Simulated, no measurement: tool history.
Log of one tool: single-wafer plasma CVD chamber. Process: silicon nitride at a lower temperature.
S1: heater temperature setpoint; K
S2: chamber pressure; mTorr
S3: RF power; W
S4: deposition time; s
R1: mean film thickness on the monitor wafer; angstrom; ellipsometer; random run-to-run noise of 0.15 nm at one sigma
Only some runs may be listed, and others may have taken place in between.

| run | hour | S1 | S2 | S3 | S4 | R1 |
|---|---|---|---|---|---|---|
| 1 | 0 | 628.15 | 1690 | 275 | 34.8 | 375.12 |
| 2 | 1.5 | 628.15 | 1830 | 275 | 34.8 | 383.33 |
| 3 | 7.1 | 628.15 | 1830 | 275 | 34.8 | 383.6 |
| 4 | 14.4 | 628.15 | 1950 | 275 | 34.8 | 389.51 |
| 5 | 17.9 | 638.15 | 1950 | 275 | 34.8 | 388.95 |
| 6 | 23.4 | 638.15 | 2060 | 275 | 34.8 | 394.98 |

Predict the results of run 7:
| 7 | 28.5 | 638.15 | 2090 | 280 | 34.8 | ? |

{"run 7": {"R1": 401.36}}

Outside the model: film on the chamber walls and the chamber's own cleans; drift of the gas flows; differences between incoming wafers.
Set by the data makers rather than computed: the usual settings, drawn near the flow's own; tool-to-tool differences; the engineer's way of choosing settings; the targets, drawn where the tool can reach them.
